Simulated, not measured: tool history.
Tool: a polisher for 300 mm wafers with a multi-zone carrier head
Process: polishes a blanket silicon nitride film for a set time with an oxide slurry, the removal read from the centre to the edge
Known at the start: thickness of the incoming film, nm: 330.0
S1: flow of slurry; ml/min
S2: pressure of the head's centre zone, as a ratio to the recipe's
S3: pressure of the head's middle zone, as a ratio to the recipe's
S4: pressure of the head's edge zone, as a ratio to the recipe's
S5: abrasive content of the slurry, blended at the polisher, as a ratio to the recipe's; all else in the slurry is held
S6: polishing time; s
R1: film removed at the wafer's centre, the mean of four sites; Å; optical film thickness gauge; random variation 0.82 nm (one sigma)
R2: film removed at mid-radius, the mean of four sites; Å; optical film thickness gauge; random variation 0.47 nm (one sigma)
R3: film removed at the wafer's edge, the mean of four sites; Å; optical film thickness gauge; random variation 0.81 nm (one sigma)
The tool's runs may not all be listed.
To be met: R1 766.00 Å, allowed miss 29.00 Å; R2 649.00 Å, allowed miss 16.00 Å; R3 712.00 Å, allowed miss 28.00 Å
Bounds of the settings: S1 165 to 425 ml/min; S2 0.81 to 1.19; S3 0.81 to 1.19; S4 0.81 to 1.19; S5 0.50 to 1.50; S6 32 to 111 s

run,hour,S1,S2,S3,S4,S5,S6,R1,R2,R3
1,0.0,275,1.00,1.00,1.00,1.00,71,576.47,596.30,613.64
2,8.0,275,1.00,1.00,0.92,1.00,71,593.16,597.76,598.39
3,10.2,275,0.94,1.00,0.92,1.00,71,563.73,590.29,588.18
4,14.0,280,0.97,0.99,0.93,1.00,71,581.34,585.56,591.53
5,14.8,280,0.97,0.99,0.93,1.00,82,667.71,679.13,706.13
6,23.2,280,0.97,0.99,0.93,1.00,65,526.62,547.31,550.66
7,31.2,280,0.97,0.99,0.93,1.00,65,531.69,542.78,552.90
8,38.9,285,0.99,0.99,0.93,1.05,65,567.21,553.57,567.93
9,39.4,290,1.01,1.00,0.95,1.10,65,573.92,578.31,577.07
10,44.9,290,1.03,0.99,0.96,1.15,65,600.53,580.99,596.76
11,50.2,295,1.04,0.99,0.97,1.20,65,629.42,600.34,602.29
12,57.1,295,1.05,0.98,0.99,1.20,65,616.75,594.10,619.72

Which of these 5 next moves meets every target?
A,64.0,255,0.91,1.18,1.04,1.05,56,?,?,?
B,64.0,260,0.92,0.88,1.19,1.20,65,?,?,?
C,64.0,350,1.15,0.95,1.03,1.30,70,?,?,?
D,64.0,265,0.90,1.13,1.06,1.40,49,?,?,?
E,64.0,225,0.94,1.19,0.99,1.20,56,?,?,?

move,R1,R2,R3
A,441.87,547.86,509.56
B,553.28,531.63,671.85
C,761.32,652.65,724.52
D,441.04,531.12,516.36
E,475.03,579.88,527.59
A: further off than the last run
B: further off than the last run
C: meets every target
D: further off than the last run
E: further off than the last run
Move C is the one to make.
